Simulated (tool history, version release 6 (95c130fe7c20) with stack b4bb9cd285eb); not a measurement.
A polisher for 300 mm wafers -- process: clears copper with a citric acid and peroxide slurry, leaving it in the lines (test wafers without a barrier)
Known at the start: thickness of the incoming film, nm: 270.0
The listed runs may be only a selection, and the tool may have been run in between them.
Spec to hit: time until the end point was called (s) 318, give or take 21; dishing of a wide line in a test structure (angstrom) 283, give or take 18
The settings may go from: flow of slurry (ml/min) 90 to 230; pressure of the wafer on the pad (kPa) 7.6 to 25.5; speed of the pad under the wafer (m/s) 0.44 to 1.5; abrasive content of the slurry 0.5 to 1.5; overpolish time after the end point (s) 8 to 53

| run | hour | flow of slurry (ml/min) | pressure of the wafer on the pad (kPa) | speed of the pad under the wafer (m/s) | abrasive content of the slurry | overpolish time after the end point (s) | time until the end point was called (s) | dishing of a wide line in a test structure (angstrom) |
|---|---|---|---|---|---|---|---|---|
| 1 | 0 | 150 | 16.5 | 0.96 | 1 | 27 | 194.08 | 287.93 |
| 2 | 5.1 | 150 | 16.5 | 0.96 | 1 | 18 | 186.13 | 209.12 |
| 3 | 11.6 | 170 | 16.5 | 0.96 | 1 | 18 | 190.17 | 220.81 |
| 4 | 19.3 | 175 | 15.9 | 0.96 | 1 | 20 | 188.71 | 230.17 |
| 5 | 25 | 175 | 12.4 | 0.96 | 1 | 20 | 250.09 | 178.78 |
| 6 | 30.6 | 175 | 12.4 | 0.96 | 1 | 25 | 242.27 | 228.41 |
| 7 | 33.1 | 165 | 8.3 | 0.92 | 1 | 38 | 384.5 | 215.08 |
| 8 | 41.1 | 180 | 9.7 | 0.92 | 1 | 39 | 342.57 | 265.2 |

Pick the move, out of 4, that brings all results within their allowed miss; only one does.
| A | 49.1 | 185 | 9 | 0.88 | 1 | 48 | ? | ? |
| B | 49.1 | 165 | 9 | 1.06 | 1 | 43 | ? | ? |
| C | 49.1 | 175 | 11 | 1 | 0.85 | 44 | ? | ? |
| D | 49.1 | 155 | 12.4 | 0.92 | 0.85 | 28 | ? | ? |

| move | time until the end point was called (s) | dishing of a wide line in a test structure (angstrom) |
|---|---|---|
| A | 360.09 | 280.13 |
| B | 307.59 | 291.32 |
| C | 271.04 | 334.55 |
| D | 267.7 | 229.62 |
A: its largest miss is bigger than the last run's
B: hits every target within its allowed miss
C: carries the result that was furthest off beyond its target, to the other side
D: carries the result that was furthest off beyond its target, to the other side
Answer: B
